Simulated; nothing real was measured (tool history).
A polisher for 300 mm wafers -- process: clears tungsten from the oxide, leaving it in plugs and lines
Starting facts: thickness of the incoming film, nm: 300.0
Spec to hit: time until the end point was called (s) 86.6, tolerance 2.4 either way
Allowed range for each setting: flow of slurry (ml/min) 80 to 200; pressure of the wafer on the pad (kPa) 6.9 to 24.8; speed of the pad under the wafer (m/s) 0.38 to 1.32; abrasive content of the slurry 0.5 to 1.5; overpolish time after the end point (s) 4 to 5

run	hour	flow of slurry (ml/min)	pressure of the wafer on the pad (kPa)	speed of the pad under the wafer (m/s)	abrasive content of the slurry	overpolish time after the end point (s)	time until the end point was called (s)
1	0	130	15.9	0.84	1	5	119.42
2	7.2	130	12.4	0.84	1	5	151.74
3	7.9	130	12.4	0.84	1	4	150.9
4	15.4	130	12.4	0.84	1.2	4	144.25
5	16.9	140	13.8	0.84	1.2	4	129.44
6	21.3	140	13.8	0.84	1.2	5	129.2
7	22.6	145	15.2	0.84	1.2	5	117.47
8	29.6	150	15.9	0.84	1.2	5	110.96
9	31.7	155	16.5	0.84	1.2	5	105.75
10	33.1	160	17.2	0.84	1.2	5	101.67
11	36.1	160	17.9	0.84	1.2	5	98.333

Next run, 4 choices. One meets every target within its allowed miss, the rest don't. Which?
A	39.1	175	20	0.8	1.35	5	?
B	39.1	155	17.9	0.9	1.15	5	?
C	39.1	165	19.3	0.66	1.05	4	?
D	39.1	150	20.7	0.78	1.1	5	?

move	time until the end point was called (s)
A	87.073
B	93.349
C	111
D	92.103
A: in spec on every target
B: closer than the last run, but not yet in spec
C: further off than the last run
D: closer than the last run, but not yet in spec
A is the move that brings every result within its allowed miss.
